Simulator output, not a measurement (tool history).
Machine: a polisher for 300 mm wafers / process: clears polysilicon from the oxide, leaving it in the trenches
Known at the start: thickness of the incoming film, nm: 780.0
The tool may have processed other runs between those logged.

| run | hour | flow of slurry (ml/min) | pressure of the wafer on the pad (psi) | speed of the pad under the wafer (m/s) | overpolish time after the end point (s) | time until the end point was called (s) | dishing of a wide line in a test structure (nm) |
|---|---|---|---|---|---|---|---|
| 1 | 0.0 | 145 | 2.1 | 0.76 | 27 | 80.996 | 58.477 |
| 2 | 0.9 | 160 | 2.1 | 0.76 | 27 | 81.207 | 58.826 |
| 3 | 1.9 | 140 | 2.0 | 0.76 | 23 | 86.636 | 58.065 |
| 4 | 7.6 | 145 | 2.0 | 0.74 | 19 | 88.741 | 55.698 |
| 5 | 10.6 | 165 | 2.0 | 0.70 | 16 | 89.246 | 53.899 |
| 6 | 16.1 | 180 | 2.0 | 0.64 | 14 | 95.324 | 50.609 |
| 7 | 20.6 | 190 | 2.1 | 0.56 | 13 | 100.420 | 48.189 |

Run 8, settings as shown, results not yet in. Your forecast:
| 8 | 22.0 | 200 | 2.2 | 0.50 | 12 | ? | ? |

Run 8 produced time until the end point was called (s) 105.010, dishing of a wide line in a test structure (nm) 45.612.
